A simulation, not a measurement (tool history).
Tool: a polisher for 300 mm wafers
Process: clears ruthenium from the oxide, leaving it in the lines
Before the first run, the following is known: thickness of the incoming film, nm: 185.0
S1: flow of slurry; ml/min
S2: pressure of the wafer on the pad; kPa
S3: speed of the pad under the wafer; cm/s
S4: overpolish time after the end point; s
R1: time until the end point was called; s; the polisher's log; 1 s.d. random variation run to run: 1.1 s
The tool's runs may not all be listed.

| run | hour | S1 | S2 | S3 | S4 | R1 |
|---|---|---|---|---|---|---|
| 1 | 0 | 315 | 17.2 | 96 | 3 | 118.68 |
| 2 | 1.9 | 235 | 17.2 | 96 | 3 | 121.54 |
| 3 | 7.4 | 235 | 17.2 | 118 | 3 | 97.748 |
| 4 | 15.5 | 235 | 17.9 | 118 | 3 | 98.115 |
| 5 | 20.9 | 235 | 14.5 | 118 | 3 | 117.37 |
| 6 | 22.9 | 235 | 15.9 | 118 | 3 | 107.08 |
| 7 | 25.6 | 235 | 16.5 | 118 | 3 | 101.04 |
| 8 | 32.2 | 235 | 17.2 | 118 | 3 | 99.826 |
| 9 | 35.6 | 235 | 17.9 | 118 | 3 | 95.617 |
| 10 | 38.6 | 235 | 18.6 | 118 | 3 | 91.202 |
| 11 | 43.8 | 235 | 19.3 | 118 | 3 | 89.518 |
| 12 | 46.7 | 235 | 20 | 118 | 3 | 86.667 |
| 13 | 48.3 | 235 | 20.7 | 118 | 3 | 85.668 |
| 14 | 51 | 235 | 21.4 | 118 | 3 | 80.85 |
| 15 | 51.5 | 235 | 22.1 | 118 | 3 | 78.377 |
| 16 | 55.5 | 235 | 22.8 | 118 | 3 | 77.211 |

Estimate the outcome of run 17 from the log above:
| 17 | 62.1 | 235 | 23.4 | 118 | 3 | ? |

{"run 17": {"R1": 71.602}}
